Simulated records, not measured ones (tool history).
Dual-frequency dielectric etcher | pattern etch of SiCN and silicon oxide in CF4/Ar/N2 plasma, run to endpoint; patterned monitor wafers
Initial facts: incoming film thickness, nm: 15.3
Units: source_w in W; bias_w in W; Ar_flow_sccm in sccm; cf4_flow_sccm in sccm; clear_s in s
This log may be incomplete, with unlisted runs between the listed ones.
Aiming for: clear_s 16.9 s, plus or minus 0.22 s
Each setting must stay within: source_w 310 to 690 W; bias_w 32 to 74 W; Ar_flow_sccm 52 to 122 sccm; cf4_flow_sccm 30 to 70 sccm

run,day,source_w,bias_w,Ar_flow_sccm,cf4_flow_sccm,clear_s
1,0,500,53,87,50,19.817
2,0.296,520,53,87,50,19.135
3,0.433,520,53,87,43,19.723
4,0.742,520,53,87,35,20.332
5,0.892,540,53,87,35,19.671
6,1.121,540,49,87,35,19.829
7,1.333,560,49,87,35,19.227
8,1.5,580,49,87,35,18.8
9,1.688,600,49,87,35,18.14
10,1.9,610,49,87,35,17.806
11,1.967,620,49,87,35,17.588

Below are 4 possible settings for the next run. Only one of them brings all results inside the allowed miss of their targets. Which is it?
A,2.033,630,43,74,42,?
B,2.033,600,55,83,39,?
C,2.033,690,47,75,32,?
D,2.033,610,49,90,35,?

move,clear_s
A,17.055
B,17.519
C,16.259
D,18.082
A: every result lands within tolerance
B: an improvement on the last run, though not all results are within tolerance
C: moves the result that the last run missed by most past its target, out the other side
D: its largest miss is bigger than the last run's
Go with A: it meets all targets.

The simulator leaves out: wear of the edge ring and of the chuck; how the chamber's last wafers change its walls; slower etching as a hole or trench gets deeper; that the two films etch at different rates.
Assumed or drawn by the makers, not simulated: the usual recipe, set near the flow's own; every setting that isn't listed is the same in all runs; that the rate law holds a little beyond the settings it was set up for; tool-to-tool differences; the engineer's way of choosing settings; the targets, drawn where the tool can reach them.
